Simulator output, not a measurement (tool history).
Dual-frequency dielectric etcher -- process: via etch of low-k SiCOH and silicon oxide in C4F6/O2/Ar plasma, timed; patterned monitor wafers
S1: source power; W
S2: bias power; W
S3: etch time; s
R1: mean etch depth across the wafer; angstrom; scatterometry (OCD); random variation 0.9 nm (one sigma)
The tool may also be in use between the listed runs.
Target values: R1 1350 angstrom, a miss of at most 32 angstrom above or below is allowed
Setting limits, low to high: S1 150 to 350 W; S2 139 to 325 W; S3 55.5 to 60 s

run 1 hour=0 | S1=250 S2=232 S3=60 | R1=1495.4
run 2 hour=3 | S1=280 S2=232 S3=60 | R1=1571.6
run 3 hour=9.1 | S1=260 S2=226 S3=60 | R1=1493.7
run 4 hour=11.7 | S1=260 S2=226 S3=55.5 | R1=1396.7
run 5 hour=14 | S1=260 S2=226 S3=55.5 | R1=1383.5
run 6 hour=14.7 | S1=220 S2=226 S3=55.5 | R1=1305.9
run 7 hour=22.6 | S1=220 S2=227 S3=55.5 | R1=1296.7
run 8 hour=23.9 | S1=220 S2=228 S3=55.5 | R1=1291.1

4 candidate next runs follow, results not yet known. Just one meets every target within its allowed miss. Identify it.
run A hour=25.2 | S1=150 S2=250 S3=60 | R1=?
run B hour=25.2 | S1=220 S2=229 S3=60 | R1=?
run C hour=25.2 | S1=230 S2=205 S3=58.5 | R1=?
run D hour=25.2 | S1=220 S2=203 S3=56 | R1=?

move=A R1=1219.1
move=B R1=1392.5
move=C R1=1341.9
move=D R1=1258.1
A: misses by more than the last run did
B: moves the result that the last run missed by most past its target, out the other side
C: all results land within tolerance of their targets
D: misses by more than the last run did
Go with C: it meets all targets.
